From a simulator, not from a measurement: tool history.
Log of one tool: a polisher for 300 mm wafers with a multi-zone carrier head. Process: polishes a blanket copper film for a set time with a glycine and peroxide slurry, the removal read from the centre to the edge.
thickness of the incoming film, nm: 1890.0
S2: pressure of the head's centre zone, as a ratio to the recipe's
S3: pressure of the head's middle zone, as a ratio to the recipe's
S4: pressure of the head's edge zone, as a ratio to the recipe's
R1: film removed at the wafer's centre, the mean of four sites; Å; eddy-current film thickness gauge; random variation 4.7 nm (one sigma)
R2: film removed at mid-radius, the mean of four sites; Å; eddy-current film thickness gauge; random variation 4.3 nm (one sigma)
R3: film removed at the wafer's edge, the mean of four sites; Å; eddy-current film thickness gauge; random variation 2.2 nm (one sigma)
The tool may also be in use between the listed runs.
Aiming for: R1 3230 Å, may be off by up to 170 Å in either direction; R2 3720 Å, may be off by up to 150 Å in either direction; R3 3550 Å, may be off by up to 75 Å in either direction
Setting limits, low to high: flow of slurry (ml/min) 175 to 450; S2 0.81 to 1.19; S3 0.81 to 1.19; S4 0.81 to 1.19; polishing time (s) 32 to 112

Run 1, hour 0: flow of slurry (ml/min) 290, S2 1, S3 1, S4 1, polishing time (s) 72. Result: R1 2979 Å, R2 3082.9 Å, R3 3124.4 Å.
Run 2, hour 5: flow of slurry (ml/min) 290, S2 1, S3 1, S4 1.03, polishing time (s) 72. Result: R1 3034.7 Å, R2 3005.6 Å, R3 3130.5 Å.
Run 3, hour 11.8: flow of slurry (ml/min) 295, S2 0.99, S3 1.02, S4 1.04, polishing time (s) 73. Result: R1 3066.2 Å, R2 3155.5 Å, R3 3185 Å.
Run 4, hour 17.3: flow of slurry (ml/min) 295, S2 0.99, S3 1.02, S4 1.04, polishing time (s) 60. Result: R1 2507 Å, R2 2657.3 Å, R3 2630.7 Å.
Run 5, hour 24.3: flow of slurry (ml/min) 295, S2 0.99, S3 0.96, S4 1.04, polishing time (s) 60. Result: R1 2533.4 Å, R2 2516.1 Å, R3 2644.4 Å.
At hour 27.1: slurry nozzle cleaned.
Run 6, hour 27.1: flow of slurry (ml/min) 295, S2 0.99, S3 0.96, S4 1.04, polishing time (s) 68. Result: R1 2954.3 Å, R2 2953.6 Å, R3 3116.3 Å.
Run 7, hour 28.2: flow of slurry (ml/min) 295, S2 0.99, S3 0.96, S4 1.04, polishing time (s) 68. Result: R1 3016.4 Å, R2 2962 Å, R3 3130.9 Å.
Run 8, hour 29.2: flow of slurry (ml/min) 320, S2 0.98, S3 0.98, S4 1.05, polishing time (s) 69. Result: R1 3083.8 Å, R2 3096.2 Å, R3 3174.8 Å.
Run 9, hour 35.4: flow of slurry (ml/min) 335, S2 0.95, S3 0.98, S4 1.05, polishing time (s) 69. Result: R1 3001.6 Å, R2 3137.4 Å, R3 3188.9 Å.

Below are 4 possible settings for the next run. Only one of them brings all results inside the allowed miss of their targets. Which is it?
Run A, hour 41.6: flow of slurry (ml/min) 345, S2 0.9, S3 1.07, S4 1.04, polishing time (s) 77. Result: R1 ?, R2 ?, R3 ?.
Run B, hour 41.6: flow of slurry (ml/min) 280, S2 0.89, S3 0.82, S4 1.03, polishing time (s) 67. Result: R1 ?, R2 ?, R3 ?.
Run C, hour 41.6: flow of slurry (ml/min) 450, S2 0.93, S3 1.19, S4 1.02, polishing time (s) 75. Result: R1 ?, R2 ?, R3 ?.
Run D, hour 41.6: flow of slurry (ml/min) 340, S2 0.96, S3 0.87, S4 1.13, polishing time (s) 72. Result: R1 ?, R2 ?, R3 ?.

move      R1      R2      R3
   A  3266.1    3656  3547.8
   B    2749  2549.7  3032.6
   C  3335.4  3951.7  3476.4
   D  3191.4  2918.1  3451.9
A: hits every target within its allowed miss
B: misses by more than the last run did
C: the furthest-off result lands on target, but another misses its tolerance
D: misses by more than the last run did
Answer: A
